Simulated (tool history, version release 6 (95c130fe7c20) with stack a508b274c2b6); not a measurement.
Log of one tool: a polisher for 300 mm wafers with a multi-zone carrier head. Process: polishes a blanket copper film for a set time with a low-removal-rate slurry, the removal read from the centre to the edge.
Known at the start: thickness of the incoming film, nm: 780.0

run  hour  flow of slurry (ml/min)  pressure of the head's centre zone  pressure of the head's middle zone  pressure of the head's edge zone  abrasive content of the slurry  polishing time (s)  film removed at the wafer's centre (angstrom)  film removed at mid-radius (angstrom)  film removed at the wafer's edge (angstrom)
  1     0                      305                                   1                                   1                                 1                               1                  59                                         2142.9                                 2138.7                                       2124.2
  2   6.3                      310                                1.04                                1.02                              1.04                            1.15                  63                                         2402.1                                   2381                                       2384.1
  3  10.1                      310                                0.98                                1.02                              1.04                            1.15                  63                                         2277.7                                 2405.3                                       2363.4
  4  11.3                      320                                1.04                                1.04                              1.06                            1.25                  67                                         2593.1                                 2694.1                                       2555.6
  5  16.3                      320                                1.11                                1.04                              1.06                            1.25                  67                                           2783                                 2588.1                                       2576.6
  6  20.6                      320                                1.08                                1.04                              1.06                            1.25                  67                                         2699.9                                 2594.8                                       2551.7
  7  25.4                      315                                1.09                                1.04                              1.08                             1.3                  70                                         2849.2                                 2734.1                                       2688.1
  8  33.8                      330                                 1.1                                1.04                               1.1                            1.35                  72                                         2991.1                                 2880.2                                         2867

The next listed run, before its measurement:
  9    37                      340                                1.12                                1.05                              1.11                             1.4                  73                                              ?                                      ?                                            ?

film removed at the wafer's centre (angstrom): 3097.4
film removed at mid-radius (angstrom): 2920.4
film removed at the wafer's edge (angstrom): 2918.3

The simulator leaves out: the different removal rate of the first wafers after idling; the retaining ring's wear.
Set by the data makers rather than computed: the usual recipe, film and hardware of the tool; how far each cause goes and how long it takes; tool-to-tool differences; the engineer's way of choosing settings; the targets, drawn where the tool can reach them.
